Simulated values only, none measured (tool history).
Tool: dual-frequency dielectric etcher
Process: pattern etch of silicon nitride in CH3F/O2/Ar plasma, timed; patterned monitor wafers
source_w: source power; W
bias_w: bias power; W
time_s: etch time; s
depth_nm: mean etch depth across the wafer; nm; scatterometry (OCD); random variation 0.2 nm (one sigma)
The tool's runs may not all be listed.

run 1 hour=0.0 | source_w=430 bias_w=75 time_s=64.0 | depth_nm=45.390
run 2 hour=6.3 | source_w=430 bias_w=75 time_s=66.5 | depth_nm=47.120
run 3 hour=12.9 | source_w=400 bias_w=74 time_s=66.5 | depth_nm=44.977
run 4 hour=21.6 | source_w=390 bias_w=74 time_s=66.5 | depth_nm=43.781
run 5 hour=30.4 | source_w=390 bias_w=82 time_s=66.5 | depth_nm=46.445
run 6 hour=37.5 | source_w=390 bias_w=82 time_s=66.5 | depth_nm=46.404
run 7 hour=38.3 | source_w=370 bias_w=82 time_s=66.5 | depth_nm=44.268

Forecast run 8:
run 8 hour=42.7 | source_w=360 bias_w=82 time_s=66.5 | depth_nm=?

Run 8 gave depth_nm 43.784 nm.
